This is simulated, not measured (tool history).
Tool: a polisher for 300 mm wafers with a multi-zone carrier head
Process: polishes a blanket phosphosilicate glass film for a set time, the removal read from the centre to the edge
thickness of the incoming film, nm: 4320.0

run,day,flow of slurry (ml/min),pressure of the head's centre zone,pressure of the head's middle zone,pressure of the head's edge zone,abrasive content of the slurry,polishing time (s),film removed at the wafer's centre (nm),film removed at mid-radius (nm),film removed at the wafer's edge (nm)
1,0,180,1,1,1,1,32,236.45,228.86,235.24
2,0.317,170,0.99,0.97,0.98,0.9,30,204.97,199.79,210.54
3,0.679,170,1,0.95,0.96,0.8,28,183.57,172.05,184.73
4,0.975,170,1,0.88,0.96,0.8,28,186.82,162.37,183.18
5,1.029,170,1,0.83,0.96,0.8,28,184.76,154.45,187.43
6,1.079,165,0.99,0.83,0.93,0.75,27,168.9,145.49,170.62
7,1.321,160,0.99,0.83,0.91,0.7,27,164.53,139.58,159.81

The next listed run, before its measurement:
8,1.492,155,0.98,0.83,0.9,0.65,27,?,?,?

{"run 8": {"film removed at the wafer's centre (nm)": 157.19, "film removed at mid-radius (nm)": 133.25, "film removed at the wafer's edge (nm)": 154.01}}
